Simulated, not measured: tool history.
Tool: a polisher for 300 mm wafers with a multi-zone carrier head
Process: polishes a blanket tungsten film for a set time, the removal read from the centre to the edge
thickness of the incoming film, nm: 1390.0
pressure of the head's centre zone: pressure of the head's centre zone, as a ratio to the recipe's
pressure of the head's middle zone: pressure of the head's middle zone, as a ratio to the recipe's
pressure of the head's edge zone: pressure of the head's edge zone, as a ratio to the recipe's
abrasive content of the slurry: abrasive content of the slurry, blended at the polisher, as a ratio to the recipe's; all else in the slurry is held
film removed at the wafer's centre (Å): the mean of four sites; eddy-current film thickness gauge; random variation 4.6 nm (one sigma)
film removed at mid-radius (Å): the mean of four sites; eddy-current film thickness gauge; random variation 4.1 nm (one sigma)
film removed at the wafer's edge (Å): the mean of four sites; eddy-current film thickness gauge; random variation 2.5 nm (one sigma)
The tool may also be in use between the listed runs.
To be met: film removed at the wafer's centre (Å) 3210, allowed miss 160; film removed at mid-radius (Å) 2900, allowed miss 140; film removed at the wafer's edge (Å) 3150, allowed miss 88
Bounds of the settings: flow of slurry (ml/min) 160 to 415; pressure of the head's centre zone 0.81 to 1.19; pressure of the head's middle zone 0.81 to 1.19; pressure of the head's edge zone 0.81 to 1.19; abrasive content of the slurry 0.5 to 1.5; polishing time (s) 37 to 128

run,hour,flow of slurry (ml/min),pressure of the head's centre zone,pressure of the head's middle zone,pressure of the head's edge zone,abrasive content of the slurry,polishing time (s),film removed at the wafer's centre (Å),film removed at mid-radius (Å),film removed at the wafer's edge (Å)
1,0,265,1,1,1,1,82,5392.1,5259.1,5394.5
2,5.3,265,1,1,1,0.85,82,5108.1,5148,5011.3
3,12,260,1,0.98,1,0.8,79,4809.4,4693.5,4798.5
4,19.3,260,1,0.98,1,0.8,89,5355.2,5364.9,5356.2
5,25.5,260,1,0.96,0.99,0.75,85,5108.2,5045.5,4978.9
6,33.9,260,1,0.96,0.99,0.75,67,3949,3812.5,3889.7
7,38,240,0.96,0.86,0.89,0.5,58,2726,2567.8,2614.9
8,45.8,245,0.97,0.87,0.91,0.5,58,2741.4,2652,2626.1
9,48.7,245,0.98,0.87,0.94,0.5,58,2774.6,2576.4,2728.5
10,49.9,245,0.98,0.87,0.94,0.5,58,2678.5,2583.1,2702.6
11,57.1,250,1,0.88,0.95,0.5,58,2819.5,2577.6,2695.9
12,66.1,250,1,0.88,0.95,0.5,58,2834.7,2584.1,2718.9
13,68.6,255,1,0.89,0.96,0.5,58,2826.6,2646.6,2743.8
14,72.1,255,1.01,0.9,0.97,0.5,58,2833.9,2682,2761.5
15,77.8,260,1.02,0.9,0.98,0.5,58,2897.9,2590.4,2756.6
16,85,260,1.02,0.91,0.99,0.5,58,2897,2689.9,2791.1
17,91.8,260,1.03,0.92,1,0.5,58,2953.7,2748.9,2805.5
18,99.4,285,1.06,0.91,1.1,0.65,59,3518.3,3152.4,3472.3
19,101.1,280,1.06,0.91,1.09,0.65,59,3575.8,3160.6,3368.8
20,106.8,275,1.05,0.9,1.08,0.65,59,3413.2,3200.4,3381.1
21,110.1,275,1.05,0.89,1.07,0.65,59,3418.4,3105.8,3405.3
22,115.9,270,1.05,0.89,1.06,0.65,59,3556.4,3088.3,3385.7
23,117.2,270,1.04,0.89,1.05,0.65,59,3518.4,3058.1,3300.3
24,119.4,245,0.96,0.86,1.03,0.6,59,3011.3,2945.6,3159.3

4 next moves are on the table. One of them brings every result within its allowed miss. Which?
A,121.6,220,1,0.82,0.96,0.65,59,?,?,?
B,121.6,305,0.99,0.93,0.95,0.65,61,?,?,?
C,121.6,225,0.81,0.81,0.93,0.5,69,?,?,?
D,121.6,180,0.9,0.94,0.94,0.6,65,?,?,?

move,film removed at the wafer's centre (Å),film removed at mid-radius (Å),film removed at the wafer's edge (Å)
A,3173.6,2845.6,3185.8
B,3388,3229.7,3369.1
C,2630.5,2904.2,3214.4
D,2929.9,3114.7,3271.4
A: meets every target
B: takes the result that was furthest off past its target
C: further off than the last run
D: further off than the last run
Answer: A

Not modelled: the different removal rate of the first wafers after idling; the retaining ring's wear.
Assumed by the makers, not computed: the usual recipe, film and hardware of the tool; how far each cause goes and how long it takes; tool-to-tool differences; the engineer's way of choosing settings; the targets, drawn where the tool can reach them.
